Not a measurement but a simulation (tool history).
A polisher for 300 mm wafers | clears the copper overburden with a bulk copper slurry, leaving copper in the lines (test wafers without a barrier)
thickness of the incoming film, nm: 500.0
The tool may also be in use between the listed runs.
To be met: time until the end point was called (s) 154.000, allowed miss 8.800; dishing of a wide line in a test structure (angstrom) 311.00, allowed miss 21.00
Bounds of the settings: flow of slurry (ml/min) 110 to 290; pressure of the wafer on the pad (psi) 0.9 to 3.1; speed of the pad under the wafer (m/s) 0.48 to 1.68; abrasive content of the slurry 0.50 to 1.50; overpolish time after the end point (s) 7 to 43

run	hour	flow of slurry (ml/min)	pressure of the wafer on the pad (psi)	speed of the pad under the wafer (m/s)	abrasive content of the slurry	overpolish time after the end point (s)	time until the end point was called (s)	dishing of a wide line in a test structure (angstrom)
1	0.0	185	2.0	1.08	1.00	22	84.765	754.66
2	8.1	185	2.3	1.08	1.00	22	77.876	789.37
3	12.2	185	2.5	1.08	1.00	22	74.341	839.66
4	16.9	185	2.2	0.96	1.00	18	87.960	633.37
5	21.4	185	2.2	0.96	0.90	18	88.006	609.56
6	24.0	185	1.7	0.96	0.90	18	104.980	547.63
7	30.1	180	1.1	0.74	0.85	8	172.920	180.55
8	35.8	175	1.2	0.74	0.85	11	164.190	251.95
9	37.8	170	1.3	0.74	0.85	11	159.330	268.64
10	40.7	170	1.3	0.74	0.85	11	160.040	262.33
11	41.4	165	1.4	0.74	0.85	11	153.430	271.01
12	47.1	165	1.4	0.72	0.85	17	155.840	401.96
13	51.4	175	1.4	0.74	0.90	16	151.510	371.76
14	56.8	180	1.4	0.74	0.90	15	154.370	354.94
15	60.6	180	1.4	0.76	0.90	15	146.300	376.41
16	63.3	170	1.4	0.78	0.90	15	144.350	374.68
17	71.5	180	1.4	0.78	0.90	15	140.740	372.88
18	72.7	170	1.4	0.78	0.90	15	145.830	371.29
19	80.5	175	1.3	0.78	0.85	15	153.540	371.62
20	88.4	175	1.3	0.78	0.85	15	152.430	369.01
21	90.5	175	1.3	0.78	0.90	15	144.700	369.20
22	94.0	175	1.3	0.78	0.90	14	148.320	344.26

Which of these 5 next moves meets every target?
A	97.5	150	1.2	0.84	0.80	17	?	?
B	97.5	185	1.1	0.82	0.85	13	?	?
C	97.5	155	1.9	0.54	1.15	17	?	?
D	97.5	180	1.8	0.62	1.00	16	?	?
E	97.5	200	0.9	1.00	0.80	15	?	?

move	time until the end point was called (s)	dishing of a wide line in a test structure (angstrom)
A	152.650	395.71
B	155.870	310.92
C	170.210	369.60
D	154.080	380.84
E	140.470	377.92
A: further off than the last run
B: meets every target
C: further off than the last run
D: further off than the last run
E: further off than the last run
The right move is B.
